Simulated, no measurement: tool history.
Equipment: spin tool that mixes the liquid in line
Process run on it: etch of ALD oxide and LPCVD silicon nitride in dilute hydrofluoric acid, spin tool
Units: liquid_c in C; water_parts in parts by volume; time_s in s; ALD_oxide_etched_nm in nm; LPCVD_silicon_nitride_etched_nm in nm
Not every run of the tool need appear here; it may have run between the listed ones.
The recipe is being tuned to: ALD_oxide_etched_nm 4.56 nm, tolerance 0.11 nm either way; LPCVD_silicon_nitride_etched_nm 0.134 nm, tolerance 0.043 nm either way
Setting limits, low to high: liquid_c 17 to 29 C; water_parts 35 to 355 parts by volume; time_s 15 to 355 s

| run | hour | liquid_c | water_parts | time_s | ALD_oxide_etched_nm | LPCVD_silicon_nitride_etched_nm |
|---|---|---|---|---|---|---|
| 1 | 0 | 21 | 195 | 180 | 14.112 | 0.33207 |
| 2 | 6.4 | 23 | 195 | 180 | 15.133 | 0.43906 |
| 3 | 6.9 | 19.5 | 195 | 180 | 13.42 | 0.3263 |
| 4 | 10.2 | 19.5 | 195 | 105 | 7.7069 | 0.15144 |
| 5 | 12.3 | 19.5 | 220 | 105 | 6.725 | 0.18669 |
| 6 | 15.1 | 19.5 | 265 | 105 | 5.31 | 0.15 |
| 7 | 22.9 | 19 | 270 | 105 | 5.1563 | 0.15042 |
| 8 | 25.9 | 18.5 | 275 | 105 | 4.9809 | 0.12914 |
| 9 | 34.6 | 18.5 | 280 | 105 | 4.8073 | 0.12479 |
| 10 | 36.2 | 18.5 | 285 | 105 | 4.7697 | 0.12282 |

5 candidate next runs follow, results not yet known. Just one meets every target within its allowed miss. Identify it.
| A | 37.8 | 17 | 245 | 95 | ? | ? |
| B | 37.8 | 23.5 | 305 | 100 | ? | ? |
| C | 37.8 | 23 | 270 | 80 | ? | ? |
| D | 37.8 | 17 | 275 | 115 | ? | ? |
| E | 37.8 | 19.5 | 295 | 110 | ? | ? |

| move | ALD_oxide_etched_nm | LPCVD_silicon_nitride_etched_nm |
|---|---|---|
| A | 4.8556 | 0.090661 |
| B | 4.9634 | 0.11764 |
| C | 4.5537 | 0.10278 |
| D | 5.1063 | 0.098382 |
| E | 4.9245 | 0.10374 |
A: misses by more than the last run did
B: misses by more than the last run did
C: meets every target
D: misses by more than the last run did
E: misses by more than the last run did
C is the move that brings every result within its allowed miss.

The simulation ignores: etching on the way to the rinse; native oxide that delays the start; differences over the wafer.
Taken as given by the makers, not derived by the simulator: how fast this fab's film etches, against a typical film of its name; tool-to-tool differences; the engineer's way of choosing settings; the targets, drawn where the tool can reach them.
